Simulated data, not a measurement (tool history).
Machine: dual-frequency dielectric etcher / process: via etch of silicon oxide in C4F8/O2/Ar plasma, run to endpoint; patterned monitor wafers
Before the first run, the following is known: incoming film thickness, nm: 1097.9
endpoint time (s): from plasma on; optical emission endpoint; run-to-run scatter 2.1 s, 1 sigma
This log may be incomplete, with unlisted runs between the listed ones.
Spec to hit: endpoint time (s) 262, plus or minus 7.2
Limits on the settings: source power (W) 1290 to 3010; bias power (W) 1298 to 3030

run    day  source power (W)  bias power (W)  endpoint time (s)
  1      0              2150            2164             221.55
  2  0.204              2150            1889             230.93
  3  0.458              2380            1889             219.26
  4  0.567              2650            1889             212.01
  5  0.846              2420            1782             222.53
  6  0.971              2250            1709             233.56
  7  1.017              2140            1670             239.25
  8    1.2              2050            1638             244.68
  9  1.317              1980            1614             245.54

Below are 5 possible settings for the next run. Only one of them brings all results inside the allowed miss of their targets. Which is it?
  A  1.433              2220            2333                  ?
  B  1.433              1990            1298                  ?
  C  1.433              1920            1694                  ?
  D  1.433              2270            2084                  ?
  E  1.433              1920            1731                  ?

move  endpoint time (s)
   A             214.91
   B              263.5
   C             250.78
   D             219.44
   E             249.36
A: further off than the last run
B: all results in spec
C: better than the last run, though not everything is in spec
D: further off than the last run
E: better than the last run, though not everything is in spec
Move B is the one to make.
